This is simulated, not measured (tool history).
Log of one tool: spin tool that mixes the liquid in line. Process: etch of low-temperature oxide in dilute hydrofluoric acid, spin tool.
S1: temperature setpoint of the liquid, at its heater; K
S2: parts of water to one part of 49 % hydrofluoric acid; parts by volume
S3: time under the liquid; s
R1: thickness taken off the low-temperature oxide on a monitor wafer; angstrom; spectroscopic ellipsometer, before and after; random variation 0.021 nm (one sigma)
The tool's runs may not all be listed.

run    day      S1   S2   S3      R1
  1  0.000  294.15  185  100  67.836
  2  0.371  294.15  215  100  56.478
  3  0.554  293.15  225  100  51.127
  4  0.742  293.15  165  100  73.901
  5  0.983  292.65  190  100  62.316
  6  1.225  292.65  220  100  51.528
  7  1.562  292.15  230  100  48.080
  8  1.750  291.65  240  100  45.058

Run 9 comes next. What will it give?
  9  1.917  291.15  245  100   ?

Run 9 gave R1 42.756 angstrom.
